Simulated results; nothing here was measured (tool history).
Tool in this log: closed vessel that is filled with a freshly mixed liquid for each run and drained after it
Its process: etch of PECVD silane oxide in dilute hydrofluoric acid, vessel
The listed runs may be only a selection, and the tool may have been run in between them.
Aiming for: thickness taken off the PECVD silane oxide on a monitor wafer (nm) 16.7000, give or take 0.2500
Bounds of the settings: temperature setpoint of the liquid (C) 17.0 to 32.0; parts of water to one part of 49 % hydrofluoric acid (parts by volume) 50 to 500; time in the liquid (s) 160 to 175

run,hour,temperature setpoint of the liquid (C),parts of water to one part of 49 % hydrofluoric acid (parts by volume),time in the liquid (s),thickness taken off the PECVD silane oxide on a monitor wafer (nm)
1,0.0,24.0,275,160,10.1090
2,8.6,22.0,275,160,9.4872
3,11.0,20.5,275,160,8.9254
4,15.7,24.0,260,160,10.9320
5,20.7,26.5,250,160,12.5980
6,27.9,28.0,245,160,13.4720
7,29.9,29.0,240,160,14.3630
8,38.9,30.0,235,160,15.2340
9,41.7,30.5,235,160,15.4940

Which one of the following 4 next-run settings gets every result inside its allowed miss? There is exactly one.
A,44.5,31.5,235,160,?
B,44.5,30.5,225,170,?
C,44.5,32.0,230,160,?
D,44.5,29.5,235,170,?

move,thickness taken off the PECVD silane oxide on a monitor wafer (nm)
A,16.0360
B,17.4200
C,16.7600
D,15.9350
A: an improvement on the last run, though not all results are within tolerance
B: the result that was furthest off in the last run now lies on the other side of its target
C: all results land within tolerance of their targets
D: an improvement on the last run, though not all results are within tolerance
Move C is the one to make.
